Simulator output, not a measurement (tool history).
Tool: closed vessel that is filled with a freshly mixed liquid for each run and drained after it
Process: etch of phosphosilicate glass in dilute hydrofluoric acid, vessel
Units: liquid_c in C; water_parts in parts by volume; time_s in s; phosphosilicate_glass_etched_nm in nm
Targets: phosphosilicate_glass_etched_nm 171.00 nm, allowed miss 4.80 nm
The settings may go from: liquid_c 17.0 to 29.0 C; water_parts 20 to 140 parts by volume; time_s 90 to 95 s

run,day,liquid_c,water_parts,time_s,phosphosilicate_glass_etched_nm
1,0.000,21.0,75,90,201.80
2,0.133,21.0,95,90,153.48
3,0.462,19.5,95,90,147.47
4,0.696,17.0,95,90,130.56
5,1.038,18.0,95,90,138.16
6,1.296,18.5,95,90,139.03
7,1.375,19.0,95,90,144.09
8,1.425,19.5,95,90,146.19
# day 1.800: hydrofluoric acid flow meter replaced
9,1.800,20.0,95,90,162.90

Which of these 4 next moves meets every target?
A,2.175,19.5,90,95,?
B,2.175,17.0,85,90,?
C,2.175,17.5,90,95,?
D,2.175,21.5,95,90,?

move,phosphosilicate_glass_etched_nm
A,176.93
B,160.65
C,162.71
D,171.42
A: takes the result that was furthest off past its target
B: further off than the last run
C: as far off as the last run
D: meets every target
Move D is the one to make.

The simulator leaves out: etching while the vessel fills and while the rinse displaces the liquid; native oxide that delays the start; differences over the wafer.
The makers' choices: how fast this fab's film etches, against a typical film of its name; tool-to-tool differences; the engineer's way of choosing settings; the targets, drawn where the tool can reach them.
